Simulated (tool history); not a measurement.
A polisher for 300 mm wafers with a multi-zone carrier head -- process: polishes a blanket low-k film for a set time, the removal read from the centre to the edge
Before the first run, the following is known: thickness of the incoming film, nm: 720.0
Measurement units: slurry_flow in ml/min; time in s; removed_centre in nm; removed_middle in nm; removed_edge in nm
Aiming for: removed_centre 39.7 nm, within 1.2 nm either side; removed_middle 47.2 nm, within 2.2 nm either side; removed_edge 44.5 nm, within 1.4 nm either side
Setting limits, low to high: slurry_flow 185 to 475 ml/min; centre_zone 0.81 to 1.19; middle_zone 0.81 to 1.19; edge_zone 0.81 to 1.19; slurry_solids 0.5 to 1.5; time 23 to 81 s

{"run": 1, "hour": 0.0, "slurry_flow": 305, "centre_zone": 1, "middle_zone": 1, "edge_zone": 1, "slurry_solids": 1, "time": 52, "removed_centre": 32.48, "removed_middle": 32.191, "removed_edge": 32.154}
{"run": 2, "hour": 6.7, "slurry_flow": 305, "centre_zone": 0.99, "middle_zone": 1.02, "edge_zone": 1.02, "slurry_solids": 1.05, "time": 52, "removed_centre": 33.568, "removed_middle": 33.815, "removed_edge": 33.341}
{"run": 3, "hour": 12.1, "slurry_flow": 305, "centre_zone": 0.94, "middle_zone": 1.02, "edge_zone": 1.02, "slurry_solids": 1.05, "time": 52, "removed_centre": 31.277, "removed_middle": 33.624, "removed_edge": 33.698}
{"run": 4, "hour": 16.5, "slurry_flow": 305, "centre_zone": 0.94, "middle_zone": 1.04, "edge_zone": 1.03, "slurry_solids": 1.1, "time": 52, "removed_centre": 33.066, "removed_middle": 35.326, "removed_edge": 34.635}
{"run": 5, "hour": 23.8, "slurry_flow": 305, "centre_zone": 0.93, "middle_zone": 1.05, "edge_zone": 1.04, "slurry_solids": 1.15, "time": 52, "removed_centre": 33.086, "removed_middle": 36.944, "removed_edge": 35.888}
{"run": 6, "hour": 31.7, "slurry_flow": 305, "centre_zone": 0.99, "middle_zone": 1.05, "edge_zone": 1.04, "slurry_solids": 1.15, "time": 52, "removed_centre": 35.235, "removed_middle": 36.849, "removed_edge": 35.734}
{"run": 7, "hour": 36.5, "slurry_flow": 305, "centre_zone": 0.99, "middle_zone": 1.06, "edge_zone": 1.06, "slurry_solids": 1.2, "time": 52, "removed_centre": 36.116, "removed_middle": 37.522, "removed_edge": 36.835}
{"run": 8, "hour": 43.5, "slurry_flow": 305, "centre_zone": 0.99, "middle_zone": 1.06, "edge_zone": 1.06, "slurry_solids": 1.2, "time": 52, "removed_centre": 35.517, "removed_middle": 37.611, "removed_edge": 36.521}
{"run": 9, "hour": 50.0, "slurry_flow": 305, "centre_zone": 0.99, "middle_zone": 1.07, "edge_zone": 1.07, "slurry_solids": 1.25, "time": 52, "removed_centre": 36.586, "removed_middle": 39.167, "removed_edge": 37.436}
{"run": 10, "hour": 50.6, "slurry_flow": 305, "centre_zone": 0.98, "middle_zone": 1.08, "edge_zone": 1.08, "slurry_solids": 1.3, "time": 52, "removed_centre": 36.902, "removed_middle": 39.819, "removed_edge": 38.455}
{"run": 11, "hour": 53.0, "slurry_flow": 305, "centre_zone": 0.98, "middle_zone": 1.09, "edge_zone": 1.09, "slurry_solids": 1.35, "time": 52, "removed_centre": 37.37, "removed_middle": 40.436, "removed_edge": 39.218}
{"run": 12, "hour": 58.6, "slurry_flow": 310, "centre_zone": 0.98, "middle_zone": 1.1, "edge_zone": 1.1, "slurry_solids": 1.35, "time": 52, "removed_centre": 38.306, "removed_middle": 40.869, "removed_edge": 39.752}
{"run": 13, "hour": 64.1, "slurry_flow": 310, "centre_zone": 0.97, "middle_zone": 1.11, "edge_zone": 1.1, "slurry_solids": 1.35, "time": 52, "removed_centre": 37.797, "removed_middle": 41.501, "removed_edge": 39.677}

4 candidate next runs follow, results not yet known. Just one meets every target within its allowed miss. Identify it.
{"run": "A", "hour": 69.6, "slurry_flow": 205, "centre_zone": 0.97, "middle_zone": 1.18, "edge_zone": 0.99, "slurry_solids": 1.5, "time": 56, "removed_centre": "?", "removed_middle": "?", "removed_edge": "?"}
{"run": "B", "hour": 69.6, "slurry_flow": 305, "centre_zone": 0.89, "middle_zone": 1.08, "edge_zone": 1.01, "slurry_solids": 1.5, "time": 57, "removed_centre": "?", "removed_middle": "?", "removed_edge": "?"}
{"run": "C", "hour": 69.6, "slurry_flow": 285, "centre_zone": 0.93, "middle_zone": 1.19, "edge_zone": 1.07, "slurry_solids": 1.4, "time": 54, "removed_centre": "?", "removed_middle": "?", "removed_edge": "?"}
{"run": "D", "hour": 69.6, "slurry_flow": 305, "centre_zone": 0.85, "middle_zone": 1.13, "edge_zone": 1.15, "slurry_solids": 1.45, "time": 56, "removed_centre": "?", "removed_middle": "?", "removed_edge": "?"}

move=A removed_centre=39.7 removed_middle=47.104 removed_edge=41.637
move=B removed_centre=39.292 removed_middle=46.897 removed_edge=44.431
move=C removed_centre=37.49 removed_middle=46.518 removed_edge=41.257
move=D removed_centre=36.341 removed_middle=47.219 removed_edge=44.709
A: closes in on the targets versus the last run, not all within tolerance yet
B: in spec on every target
C: closes in on the targets versus the last run, not all within tolerance yet
D: brings the last run's worst result on target, with another outside its allowed miss
Correct choice: B, which meets every target

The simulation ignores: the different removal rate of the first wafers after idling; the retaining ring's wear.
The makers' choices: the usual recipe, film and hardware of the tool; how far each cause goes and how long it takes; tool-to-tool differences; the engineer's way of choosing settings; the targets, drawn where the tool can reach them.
